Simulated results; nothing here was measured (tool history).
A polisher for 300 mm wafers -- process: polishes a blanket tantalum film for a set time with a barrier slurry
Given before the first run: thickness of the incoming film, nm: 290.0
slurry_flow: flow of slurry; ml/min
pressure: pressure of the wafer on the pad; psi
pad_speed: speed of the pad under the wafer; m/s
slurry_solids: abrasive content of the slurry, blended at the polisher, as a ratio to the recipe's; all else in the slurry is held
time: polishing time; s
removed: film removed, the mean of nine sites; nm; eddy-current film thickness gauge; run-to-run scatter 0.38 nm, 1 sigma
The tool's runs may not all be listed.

run	day	slurry_flow	pressure	pad_speed	slurry_solids	time	removed
1	0.000	235	1.7	0.84	1.0	31	37.614
2	0.321	240	1.8	0.84	1.0	31	39.451
3	0.542	240	1.8	0.84	1.0	27	34.969
4	0.712	240	1.8	0.84	1.1	27	35.907
5	0.788	240	1.9	0.84	1.1	27	36.869
6	1.008	240	1.9	0.84	1.0	27	36.358
7	1.133	240	2.0	0.84	1.0	27	37.408
8	1.375	240	2.1	0.84	1.0	27	39.690

What will run 9 give?
9	1.596	240	2.2	0.84	1.0	27	?

removed: 41.077 nm
